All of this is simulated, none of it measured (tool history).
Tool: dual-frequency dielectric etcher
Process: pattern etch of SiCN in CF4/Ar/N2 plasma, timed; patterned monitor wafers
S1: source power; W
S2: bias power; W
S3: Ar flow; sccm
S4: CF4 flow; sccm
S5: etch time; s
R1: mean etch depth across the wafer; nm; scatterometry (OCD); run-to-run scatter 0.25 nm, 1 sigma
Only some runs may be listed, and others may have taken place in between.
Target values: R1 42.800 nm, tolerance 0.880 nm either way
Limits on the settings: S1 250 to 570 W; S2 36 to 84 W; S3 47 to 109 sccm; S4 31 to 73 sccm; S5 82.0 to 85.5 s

Run 1, hour 0.0: S1 410 W, S2 60 W, S3 78 sccm, S4 52 sccm, S5 82.0 s. Result: R1 54.230 nm.
Run 2, hour 3.1: S1 460 W, S2 60 W, S3 78 sccm, S4 52 sccm, S5 82.0 s. Result: R1 61.633 nm.
Run 3, hour 10.0: S1 410 W, S2 59 W, S3 78 sccm, S4 52 sccm, S5 82.0 s. Result: R1 54.642 nm.
Run 4, hour 16.8: S1 410 W, S2 59 W, S3 88 sccm, S4 52 sccm, S5 82.0 s. Result: R1 53.671 nm.
Run 5, hour 17.8: S1 410 W, S2 55 W, S3 88 sccm, S4 52 sccm, S5 82.0 s. Result: R1 52.660 nm.
Run 6, hour 20.5: S1 410 W, S2 55 W, S3 88 sccm, S4 52 sccm, S5 82.0 s. Result: R1 52.847 nm.
Run 7, hour 25.7: S1 380 W, S2 55 W, S3 88 sccm, S4 52 sccm, S5 82.0 s. Result: R1 48.960 nm.
Run 8, hour 32.2: S1 360 W, S2 55 W, S3 88 sccm, S4 52 sccm, S5 82.0 s. Result: R1 46.054 nm.
Run 9, hour 37.6: S1 350 W, S2 55 W, S3 88 sccm, S4 52 sccm, S5 82.0 s. Result: R1 44.608 nm.

5 candidate next runs follow, results not yet known. Just one meets every target within its allowed miss. Identify it.
Run A, hour 43.0: S1 320 W, S2 60 W, S3 105 sccm, S4 52 sccm, S5 83.0 s. Result: R1 ?.
Run B, hour 43.0: S1 310 W, S2 62 W, S3 79 sccm, S4 56 sccm, S5 82.0 s. Result: R1 ?.
Run C, hour 43.0: S1 340 W, S2 54 W, S3 86 sccm, S4 45 sccm, S5 85.5 s. Result: R1 ?.
Run D, hour 43.0: S1 310 W, S2 47 W, S3 85 sccm, S4 62 sccm, S5 85.5 s. Result: R1 ?.
Run E, hour 43.0: S1 360 W, S2 53 W, S3 91 sccm, S4 53 sccm, S5 85.5 s. Result: R1 ?.

move      R1
   A  40.801
   B  41.030
   C  42.569
   D  40.069
   E  46.925
A: the result that was furthest off in the last run now lies on the other side of its target
B: the result that was furthest off in the last run now lies on the other side of its target
C: every result within its allowed miss
D: the result that was furthest off in the last run now lies on the other side of its target
E: the biggest miss grows against the last run
Go with C: it meets all targets.

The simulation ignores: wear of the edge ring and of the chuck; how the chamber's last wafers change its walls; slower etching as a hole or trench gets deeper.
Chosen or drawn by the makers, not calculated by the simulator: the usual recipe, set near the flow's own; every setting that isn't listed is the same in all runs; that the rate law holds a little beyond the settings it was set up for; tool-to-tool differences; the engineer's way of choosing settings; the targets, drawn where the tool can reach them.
